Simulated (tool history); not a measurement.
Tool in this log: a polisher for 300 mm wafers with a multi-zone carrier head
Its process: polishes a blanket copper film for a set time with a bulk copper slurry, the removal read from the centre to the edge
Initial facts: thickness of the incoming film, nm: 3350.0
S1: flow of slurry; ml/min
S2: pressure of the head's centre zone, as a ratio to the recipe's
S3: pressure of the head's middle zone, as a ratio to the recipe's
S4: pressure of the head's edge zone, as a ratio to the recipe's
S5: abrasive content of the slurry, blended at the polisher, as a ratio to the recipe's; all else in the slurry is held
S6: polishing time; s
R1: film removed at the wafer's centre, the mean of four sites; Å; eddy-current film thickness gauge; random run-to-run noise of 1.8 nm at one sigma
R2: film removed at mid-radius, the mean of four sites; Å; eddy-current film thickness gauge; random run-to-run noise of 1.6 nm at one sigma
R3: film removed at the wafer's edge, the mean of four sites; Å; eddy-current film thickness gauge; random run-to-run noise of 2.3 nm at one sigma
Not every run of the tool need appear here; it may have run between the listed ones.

run  hour   S1    S2    S3    S4    S5  S6      R1      R2      R3
  1     0  225     1     1     1     1  33    3656  3821.6  3594.5
  2   7.1  215  0.98  0.96  0.98  0.85  29  3115.1  3092.2  3035.7
  3  14.2  215  0.93  0.96  0.98  0.85  29  2941.3  3072.7  3007.5
  4  20.4  215  0.93  0.96  1.03  0.85  29  2903.4    3037  3062.3
  5  26.8  165  0.93  0.96  1.03  0.85  29  2772.7    2974  2952.8
  6  31.3  165  0.93  0.96  1.03  0.75  29  2685.2  2845.2  2865.7

Run 7 has not been measured yet. What should we expect?
  7    35  160  0.92  0.95  1.02  0.7  26   ?   ?   ?

R1: 2366.3 Å
R2: 2462.4 Å
R3: 2581.3 Å
